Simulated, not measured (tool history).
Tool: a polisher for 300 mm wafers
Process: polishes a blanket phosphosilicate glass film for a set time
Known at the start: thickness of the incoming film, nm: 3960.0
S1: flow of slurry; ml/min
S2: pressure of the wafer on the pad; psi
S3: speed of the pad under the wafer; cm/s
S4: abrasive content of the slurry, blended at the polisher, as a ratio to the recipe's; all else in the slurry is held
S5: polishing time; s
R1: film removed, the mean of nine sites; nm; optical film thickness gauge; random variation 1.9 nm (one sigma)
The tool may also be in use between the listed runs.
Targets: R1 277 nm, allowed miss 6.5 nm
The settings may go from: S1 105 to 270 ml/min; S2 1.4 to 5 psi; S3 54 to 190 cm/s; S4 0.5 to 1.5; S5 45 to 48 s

run,hour,S1,S2,S3,S4,S5,R1
1,0,175,3.2,122,1,45,497.16
2,1.5,165,2.7,122,1,45,429.16
3,5.1,165,2.7,122,1.2,45,474.84
4,10.4,165,2.7,122,1.35,45,494.66
5,12.5,160,2.3,114,1.35,45,408.95
6,21,160,1.9,114,1.35,45,351.61
7,26.1,155,1.7,112,1.35,45,315.4
8,30.7,115,1.4,112,1.35,45,259.23
9,38.6,125,1.4,112,1.35,45,261.9
10,42.3,130,1.4,112,1.35,45,265.78
11,49.5,135,1.4,112,1.35,45,264.6
12,50.8,140,1.4,112,1.35,45,267.4
13,51.7,145,1.4,112,1.35,45,268.95
14,54.8,150,1.4,112,1.35,45,268.62

Which of these 4 next moves meets every target?
A,57.9,140,1.7,90,1.05,47,?
B,57.9,175,1.6,112,1.05,46,?
C,57.9,110,1.5,98,1.45,45,?
D,57.9,165,1.4,104,1.3,45,?

move,R1
A,253.92
B,276.39
C,259.55
D,256.12
A: further off than the last run
B: meets every target
C: further off than the last run
D: further off than the last run
The right move is B.
